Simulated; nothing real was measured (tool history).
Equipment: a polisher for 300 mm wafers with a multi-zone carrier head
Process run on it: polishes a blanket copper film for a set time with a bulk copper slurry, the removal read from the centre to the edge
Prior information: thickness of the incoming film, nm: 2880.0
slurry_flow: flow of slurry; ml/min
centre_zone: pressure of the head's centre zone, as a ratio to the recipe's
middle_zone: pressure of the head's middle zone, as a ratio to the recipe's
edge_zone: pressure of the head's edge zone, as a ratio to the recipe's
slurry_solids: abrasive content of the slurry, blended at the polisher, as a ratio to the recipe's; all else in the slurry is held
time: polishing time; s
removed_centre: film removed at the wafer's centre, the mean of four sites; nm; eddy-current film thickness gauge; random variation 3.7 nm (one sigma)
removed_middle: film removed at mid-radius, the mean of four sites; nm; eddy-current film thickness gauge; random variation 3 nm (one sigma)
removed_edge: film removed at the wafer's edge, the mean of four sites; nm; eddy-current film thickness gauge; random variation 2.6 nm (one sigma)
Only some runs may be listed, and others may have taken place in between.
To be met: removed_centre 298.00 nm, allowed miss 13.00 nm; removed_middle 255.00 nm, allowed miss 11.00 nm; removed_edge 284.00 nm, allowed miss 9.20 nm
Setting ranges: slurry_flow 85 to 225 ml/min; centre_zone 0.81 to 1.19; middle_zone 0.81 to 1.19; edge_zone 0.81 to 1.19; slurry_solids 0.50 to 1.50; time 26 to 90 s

| run | hour | slurry_flow | centre_zone | middle_zone | edge_zone | slurry_solids | time | removed_centre | removed_middle | removed_edge |
|---|---|---|---|---|---|---|---|---|---|---|
| 1 | 0.0 | 145 | 1.00 | 1.00 | 1.00 | 1.00 | 58 | 540.21 | 559.20 | 556.36 |
| 2 | 7.7 | 165 | 1.00 | 1.00 | 1.00 | 1.00 | 58 | 535.54 | 554.25 | 564.49 |
| 3 | 8.5 | 165 | 1.00 | 1.00 | 1.00 | 1.00 | 68 | 641.42 | 654.01 | 657.65 |
| 4 | 11.0 | 190 | 1.00 | 1.00 | 1.00 | 1.00 | 68 | 656.47 | 654.71 | 657.06 |
| 5 | 18.1 | 190 | 1.01 | 0.97 | 0.97 | 0.90 | 60 | 574.00 | 559.82 | 570.09 |
| 6 | 19.8 | 170 | 1.02 | 0.94 | 0.94 | 0.80 | 54 | 488.79 | 467.85 | 482.30 |
| 7 | 22.4 | 170 | 1.03 | 0.92 | 0.93 | 0.75 | 49 | 437.49 | 411.33 | 429.27 |
| 8 | 25.3 | 165 | 1.04 | 0.90 | 0.92 | 0.70 | 46 | 418.83 | 363.60 | 390.22 |
| 9 | 33.7 | 155 | 1.03 | 0.88 | 0.90 | 0.65 | 44 | 374.20 | 336.20 | 364.58 |
| 10 | 36.2 | 125 | 1.11 | 0.81 | 0.81 | 0.50 | 34 | 287.47 | 217.55 | 244.26 |
| 11 | 42.9 | 135 | 1.09 | 0.81 | 0.82 | 0.50 | 34 | 283.58 | 224.68 | 247.60 |
| 12 | 43.7 | 175 | 1.07 | 0.82 | 0.92 | 0.70 | 34 | 310.34 | 258.33 | 294.42 |
| 13 | 47.2 | 175 | 1.07 | 0.82 | 0.91 | 0.70 | 34 | 320.39 | 250.49 | 289.96 |

Which of these 4 next moves meets every target?
| A | 50.7 | 215 | 1.11 | 0.82 | 0.86 | 0.50 | 37 | ? | ? | ? |
| B | 50.7 | 140 | 1.13 | 0.81 | 0.99 | 0.65 | 36 | ? | ? | ? |
| C | 50.7 | 175 | 1.02 | 0.83 | 0.88 | 0.70 | 34 | ? | ? | ? |
| D | 50.7 | 190 | 1.09 | 0.81 | 0.93 | 0.65 | 35 | ? | ? | ? |

| move | removed_centre | removed_middle | removed_edge |
|---|---|---|---|
| A | 330.33 | 257.04 | 290.93 |
| B | 329.93 | 251.32 | 311.40 |
| C | 296.21 | 254.35 | 289.75 |
| D | 323.47 | 254.27 | 302.48 |
A: further off than the last run
B: further off than the last run
C: all results in spec
D: further off than the last run
Answer: C
